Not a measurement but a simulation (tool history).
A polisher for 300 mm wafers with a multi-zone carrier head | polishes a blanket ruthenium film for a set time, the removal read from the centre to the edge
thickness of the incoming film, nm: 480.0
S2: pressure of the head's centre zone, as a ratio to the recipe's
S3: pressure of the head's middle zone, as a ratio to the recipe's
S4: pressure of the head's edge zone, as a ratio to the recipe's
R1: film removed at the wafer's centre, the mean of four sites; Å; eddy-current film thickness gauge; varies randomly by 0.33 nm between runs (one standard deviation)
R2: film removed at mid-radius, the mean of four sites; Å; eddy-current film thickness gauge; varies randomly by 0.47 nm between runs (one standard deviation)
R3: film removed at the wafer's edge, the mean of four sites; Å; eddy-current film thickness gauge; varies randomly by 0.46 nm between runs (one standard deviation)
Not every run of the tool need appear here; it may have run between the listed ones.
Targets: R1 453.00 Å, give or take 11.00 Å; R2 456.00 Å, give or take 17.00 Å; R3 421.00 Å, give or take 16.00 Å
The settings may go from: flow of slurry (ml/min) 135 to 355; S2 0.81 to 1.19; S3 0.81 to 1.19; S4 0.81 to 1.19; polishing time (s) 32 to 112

Run 1, day 0.000: flow of slurry (ml/min) 225, S2 1.00, S3 1.00, S4 1.00, polishing time (s) 72. Result: R1 668.51 Å, R2 642.68 Å, R3 628.88 Å.
Run 2, day 0.146: flow of slurry (ml/min) 225, S2 1.00, S3 1.00, S4 1.00, polishing time (s) 84. Result: R1 775.78 Å, R2 761.90 Å, R3 728.38 Å.
Run 3, day 0.412: flow of slurry (ml/min) 225, S2 0.95, S3 1.00, S4 1.00, polishing time (s) 84. Result: R1 745.84 Å, R2 745.62 Å, R3 740.04 Å.
Run 4, day 0.717: flow of slurry (ml/min) 220, S2 0.95, S3 1.01, S4 0.96, polishing time (s) 75. Result: R1 657.55 Å, R2 674.68 Å, R3 659.73 Å.
Run 5, day 0.779: flow of slurry (ml/min) 175, S2 0.95, S3 1.01, S4 0.96, polishing time (s) 75. Result: R1 639.73 Å, R2 656.79 Å, R3 635.38 Å.
At day 0.946: edge zone pressure recalibrated.
Run 6, day 0.946: flow of slurry (ml/min) 165, S2 0.96, S3 1.02, S4 0.94, polishing time (s) 68. Result: R1 567.90 Å, R2 582.78 Å, R3 587.57 Å.
Run 7, day 1.142: flow of slurry (ml/min) 195, S2 0.99, S3 1.05, S4 0.92, polishing time (s) 61. Result: R1 544.27 Å, R2 564.77 Å, R3 539.36 Å.
Run 8, day 1.271: flow of slurry (ml/min) 205, S2 1.01, S3 1.05, S4 0.91, polishing time (s) 56. Result: R1 518.48 Å, R2 512.84 Å, R3 482.30 Å.
Run 9, day 1.400: flow of slurry (ml/min) 210, S2 1.00, S3 1.05, S4 0.89, polishing time (s) 54. Result: R1 495.75 Å, R2 504.72 Å, R3 471.06 Å.
Run 10, day 1.692: flow of slurry (ml/min) 220, S2 1.00, S3 1.04, S4 0.87, polishing time (s) 53. Result: R1 488.79 Å, R2 483.62 Å, R3 451.92 Å.
Run 11, day 1.954: flow of slurry (ml/min) 225, S2 0.99, S3 1.04, S4 0.86, polishing time (s) 52. Result: R1 480.19 Å, R2 487.25 Å, R3 446.60 Å.
Run 12, day 1.988: flow of slurry (ml/min) 165, S2 0.98, S3 1.01, S4 0.81, polishing time (s) 51. Result: R1 440.22 Å, R2 436.01 Å, R3 409.21 Å.
Run 13, day 2.088: flow of slurry (ml/min) 170, S2 0.98, S3 1.02, S4 0.81, polishing time (s) 51. Result: R1 442.28 Å, R2 449.64 Å, R3 410.04 Å.

Of the 5 settings listed for the next run, only one would bring every result within its allowed miss of target. Which one?
Run A, day 2.188: flow of slurry (ml/min) 160, S2 1.01, S3 1.05, S4 0.85, polishing time (s) 52. Result: R1 ?, R2 ?, R3 ?.
Run B, day 2.188: flow of slurry (ml/min) 170, S2 0.97, S3 1.10, S4 0.83, polishing time (s) 50. Result: R1 ?, R2 ?, R3 ?.
Run C, day 2.188: flow of slurry (ml/min) 225, S2 0.98, S3 1.10, S4 0.81, polishing time (s) 47. Result: R1 ?, R2 ?, R3 ?.
Run D, day 2.188: flow of slurry (ml/min) 255, S2 1.04, S3 1.08, S4 0.81, polishing time (s) 47. Result: R1 ?, R2 ?, R3 ?.
Run E, day 2.188: flow of slurry (ml/min) 195, S2 1.05, S3 1.08, S4 0.81, polishing time (s) 51. Result: R1 ?, R2 ?, R3 ?.

move      R1      R2      R3
   A  454.66  448.09  419.70
   B  425.39  453.14  402.41
   C  424.69  445.29  386.69
   D  458.87  445.40  391.42
   E  482.47  465.81  413.23
A: all results land within tolerance of their targets
B: misses by more than the last run did
C: misses by more than the last run did
D: meets the target for the result that was furthest off, but another lies outside its allowed miss
E: takes the result that was furthest off past its target
Move A is the one to make.
